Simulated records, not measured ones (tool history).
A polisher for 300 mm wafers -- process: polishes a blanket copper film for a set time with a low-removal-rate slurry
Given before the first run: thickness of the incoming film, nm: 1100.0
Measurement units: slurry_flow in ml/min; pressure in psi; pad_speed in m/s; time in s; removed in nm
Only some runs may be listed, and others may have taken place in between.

run 1 hour=0.0 | slurry_flow=275 pressure=3.5 pad_speed=0.92 slurry_solids=1.0 time=32 | removed=95.317
run 2 hour=6.6 | slurry_flow=275 pressure=3.5 pad_speed=0.72 slurry_solids=1.0 time=32 | removed=75.331
run 3 hour=12.7 | slurry_flow=275 pressure=3.8 pad_speed=0.74 slurry_solids=1.0 time=32 | removed=83.429
run 4 hour=15.7 | slurry_flow=275 pressure=4.3 pad_speed=0.74 slurry_solids=1.0 time=32 | removed=93.671
run 5 hour=16.5 | slurry_flow=275 pressure=4.5 pad_speed=0.76 slurry_solids=1.0 time=32 | removed=101.100
run 6 hour=24.5 | slurry_flow=245 pressure=4.5 pad_speed=0.76 slurry_solids=1.0 time=32 | removed=99.407
run 7 hour=26.1 | slurry_flow=255 pressure=4.7 pad_speed=0.78 slurry_solids=1.0 time=32 | removed=107.480
run 8 hour=33.9 | slurry_flow=265 pressure=4.8 pad_speed=0.80 slurry_solids=1.0 time=32 | removed=111.960
run 9 hour=36.0 | slurry_flow=265 pressure=4.9 pad_speed=0.82 slurry_solids=1.0 time=32 | removed=116.770
run 10 hour=40.3 | slurry_flow=265 pressure=5.0 pad_speed=0.84 slurry_solids=1.0 time=32 | removed=122.380
run 11 hour=42.9 | slurry_flow=265 pressure=5.1 pad_speed=0.86 slurry_solids=1.0 time=32 | removed=127.540
run 12 hour=49.9 | slurry_flow=265 pressure=5.2 pad_speed=0.88 slurry_solids=1.0 time=32 | removed=131.790

For run 13, what comes out?
-- hour=53.2 head pressure recalibrated
run 13 hour=53.2 | slurry_flow=265 pressure=5.2 pad_speed=0.90 slurry_solids=1.0 time=32 | removed=?

{"run 13": {"removed": 124.16}}
